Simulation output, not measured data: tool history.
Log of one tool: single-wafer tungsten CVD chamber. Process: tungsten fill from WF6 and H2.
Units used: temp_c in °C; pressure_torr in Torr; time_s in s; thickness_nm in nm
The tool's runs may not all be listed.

Run 1, hour 0: temp_c 380 °C, pressure_torr 32.6 Torr, time_s 23.3 s. Result: thickness_nm 49.433 nm.
Run 2, hour 3.3: temp_c 380 °C, pressure_torr 30 Torr, time_s 23.3 s. Result: thickness_nm 47.939 nm.
Run 3, hour 5.3: temp_c 380 °C, pressure_torr 30 Torr, time_s 24 s. Result: thickness_nm 49.281 nm.
Run 4, hour 12.5: temp_c 377 °C, pressure_torr 29.9 Torr, time_s 24 s. Result: thickness_nm 46.386 nm.
Run 5, hour 13.1: temp_c 377 °C, pressure_torr 29.9 Torr, time_s 23.3 s. Result: thickness_nm 44.859 nm.
Run 6, hour 21.4: temp_c 387 °C, pressure_torr 29.9 Torr, time_s 23.3 s. Result: thickness_nm 55.549 nm.
Run 7, hour 25.8: temp_c 383 °C, pressure_torr 29.8 Torr, time_s 23.3 s. Result: thickness_nm 51.16 nm.
Run 8, hour 27.7: temp_c 380 °C, pressure_torr 29.7 Torr, time_s 23.3 s. Result: thickness_nm 47.883 nm.
Run 9, hour 28.3: temp_c 378 °C, pressure_torr 29.6 Torr, time_s 23.3 s. Result: thickness_nm 45.853 nm.
Run 10, hour 31.5: temp_c 369 °C, pressure_torr 29.4 Torr, time_s 23.3 s. Result: thickness_nm 36.917 nm.
Run 11, hour 37.8: temp_c 370 °C, pressure_torr 29.4 Torr, time_s 23.3 s. Result: thickness_nm 37.791 nm.
At hour 39.9: thermocouple changed; heater temperature recalibrated.
Run 12, hour 39.9: temp_c 371 °C, pressure_torr 29.4 Torr, time_s 23.3 s. Result: thickness_nm 34.754 nm.
Run 13, hour 40.8: temp_c 372 °C, pressure_torr 29.4 Torr, time_s 23.3 s. Result: thickness_nm 35.375 nm.

Predict the results of run 14:
Run 14, hour 48.7: temp_c 378 °C, pressure_torr 29.5 Torr, time_s 23.3 s. Result: thickness_nm ?.

{"run 14": {"thickness_nm": 41.03}}

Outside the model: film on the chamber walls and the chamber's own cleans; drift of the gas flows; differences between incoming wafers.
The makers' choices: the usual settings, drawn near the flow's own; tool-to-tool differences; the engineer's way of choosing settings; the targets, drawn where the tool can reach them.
